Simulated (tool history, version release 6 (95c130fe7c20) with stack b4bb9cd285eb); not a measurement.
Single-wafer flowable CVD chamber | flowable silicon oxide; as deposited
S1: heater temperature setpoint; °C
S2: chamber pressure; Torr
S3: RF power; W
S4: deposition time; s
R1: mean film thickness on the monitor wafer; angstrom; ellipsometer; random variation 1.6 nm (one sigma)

{"run": 1, "day": 0.0, "S1": 95, "S2": 0.975, "S3": 2525, "S4": 592, "R1": 5768.2}
{"run": 2, "day": 0.367, "S1": 98, "S2": 0.975, "S3": 2525, "S4": 592, "R1": 5237.4}
{"run": 3, "day": 0.471, "S1": 98, "S2": 1.071, "S3": 2525, "S4": 592, "R1": 5716.4}
{"run": 4, "day": 0.567, "S1": 89, "S2": 1.071, "S3": 2525, "S4": 592, "R1": 7776.2}
{"run": 5, "day": 0.671, "S1": 89, "S2": 1.011, "S3": 2525, "S4": 592, "R1": 7341.7}
{"run": 6, "day": 0.729, "S1": 94, "S2": 1.01, "S3": 2525, "S4": 592, "R1": 6220.7}
{"run": 7, "day": 0.921, "S1": 106, "S2": 1.008, "S3": 2525, "S4": 592, "R1": 4138.1}

Run 8 comes next. What will it give?
{"run": 8, "day": 1.254, "S1": 107, "S2": 1.008, "S3": 2525, "S4": 592, "R1": "?"}

Run 8 gave R1 3972.2 angstrom.
